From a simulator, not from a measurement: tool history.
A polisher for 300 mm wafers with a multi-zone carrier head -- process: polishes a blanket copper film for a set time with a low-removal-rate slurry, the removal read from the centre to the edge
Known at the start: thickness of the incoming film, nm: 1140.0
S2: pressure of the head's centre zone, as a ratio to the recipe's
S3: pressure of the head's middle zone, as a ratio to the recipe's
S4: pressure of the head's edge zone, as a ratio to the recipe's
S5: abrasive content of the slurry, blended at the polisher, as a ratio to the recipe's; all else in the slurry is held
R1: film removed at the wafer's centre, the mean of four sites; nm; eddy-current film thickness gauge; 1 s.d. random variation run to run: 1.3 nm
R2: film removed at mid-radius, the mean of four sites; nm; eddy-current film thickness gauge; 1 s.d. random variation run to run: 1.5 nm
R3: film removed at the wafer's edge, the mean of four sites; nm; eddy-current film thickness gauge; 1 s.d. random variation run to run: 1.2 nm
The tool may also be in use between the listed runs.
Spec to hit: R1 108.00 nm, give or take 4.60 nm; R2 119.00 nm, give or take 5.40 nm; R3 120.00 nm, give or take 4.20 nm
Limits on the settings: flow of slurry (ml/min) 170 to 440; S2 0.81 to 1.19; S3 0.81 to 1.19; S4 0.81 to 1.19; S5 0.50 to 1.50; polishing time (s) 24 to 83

{"run": 1, "hour": 0.0, "flow of slurry (ml/min)": 280, "S2": 1.0, "S3": 1.0, "S4": 1.0, "S5": 1.0, "polishing time (s)": 53, "R1": 204.09, "R2": 208.02, "R3": 207.1}
{"run": 2, "hour": 7.4, "flow of slurry (ml/min)": 275, "S2": 0.96, "S3": 0.98, "S4": 0.97, "S5": 0.85, "polishing time (s)": 47, "R1": 163.76, "R2": 173.84, "R3": 172.55}
{"run": 3, "hour": 11.1, "flow of slurry (ml/min)": 270, "S2": 0.94, "S3": 0.95, "S4": 0.94, "S5": 0.75, "polishing time (s)": 44, "R1": 149.6, "R2": 153.71, "R3": 155.53}
{"run": 4, "hour": 18.8, "flow of slurry (ml/min)": 265, "S2": 0.91, "S3": 0.94, "S4": 0.92, "S5": 0.65, "polishing time (s)": 42, "R1": 133.32, "R2": 140.64, "R3": 139.5}
{"run": 5, "hour": 23.4, "flow of slurry (ml/min)": 265, "S2": 0.86, "S3": 0.94, "S4": 0.92, "S5": 0.65, "polishing time (s)": 42, "R1": 126.89, "R2": 143.15, "R3": 140.55}
{"run": 6, "hour": 24.7, "flow of slurry (ml/min)": 255, "S2": 0.85, "S3": 0.92, "S4": 0.9, "S5": 0.6, "polishing time (s)": 41, "R1": 118.26, "R2": 134.6, "R3": 134.6}
{"run": 7, "hour": 29.4, "flow of slurry (ml/min)": 255, "S2": 0.85, "S3": 0.91, "S4": 0.88, "S5": 0.55, "polishing time (s)": 40, "R1": 116.12, "R2": 125.5, "R3": 127.4}
{"run": 8, "hour": 38.4, "flow of slurry (ml/min)": 250, "S2": 0.84, "S3": 0.91, "S4": 0.86, "S5": 0.55, "polishing time (s)": 40, "R1": 112.95, "R2": 129.15, "R3": 125.25}
{"run": 9, "hour": 47.1, "flow of slurry (ml/min)": 245, "S2": 0.84, "S3": 0.89, "S4": 0.85, "S5": 0.55, "polishing time (s)": 40, "R1": 111.2, "R2": 128.33, "R3": 124.22}
{"run": 10, "hour": 55.9, "flow of slurry (ml/min)": 245, "S2": 0.84, "S3": 0.87, "S4": 0.85, "S5": 0.55, "polishing time (s)": 40, "R1": 111.35, "R2": 123.82, "R3": 124.78}
{"run": 11, "hour": 64.2, "flow of slurry (ml/min)": 240, "S2": 0.84, "S3": 0.86, "S4": 0.84, "S5": 0.55, "polishing time (s)": 40, "R1": 109.95, "R2": 119.36, "R3": 126.03}

Next run, 5 choices. One meets every target within its allowed miss, the rest don't. Which?
{"run": "A", "hour": 72.5, "flow of slurry (ml/min)": 250, "S2": 0.82, "S3": 0.82, "S4": 0.96, "S5": 0.6, "polishing time (s)": 39, "R1": "?", "R2": "?", "R3": "?"}
{"run": "B", "hour": 72.5, "flow of slurry (ml/min)": 280, "S2": 0.85, "S3": 0.87, "S4": 0.99, "S5": 0.8, "polishing time (s)": 36, "R1": "?", "R2": "?", "R3": "?"}
{"run": "C", "hour": 72.5, "flow of slurry (ml/min)": 280, "S2": 0.83, "S3": 0.86, "S4": 0.82, "S5": 0.75, "polishing time (s)": 36, "R1": "?", "R2": "?", "R3": "?"}
{"run": "D", "hour": 72.5, "flow of slurry (ml/min)": 240, "S2": 0.82, "S3": 0.83, "S4": 0.86, "S5": 0.55, "polishing time (s)": 41, "R1": "?", "R2": "?", "R3": "?"}
{"run": "E", "hour": 72.5, "flow of slurry (ml/min)": 170, "S2": 0.84, "S3": 0.82, "S4": 0.89, "S5": 0.75, "polishing time (s)": 40, "R1": "?", "R2": "?", "R3": "?"}

move=A R1=107.34 R2=114.44 R3=131.34
move=B R1=109.74 R2=118.23 R3=130.72
move=C R1=105.85 R2=115.76 R3=118.48
move=D R1=110.58 R2=119.15 R3=128.81
move=E R1=110.69 R2=115.91 R3=130.17
A: lands further from the targets than the last run did
B: lands further from the targets than the last run did
C: every result within its allowed miss
D: lands further from the targets than the last run did
E: lands further from the targets than the last run did
Move C is the one to make.
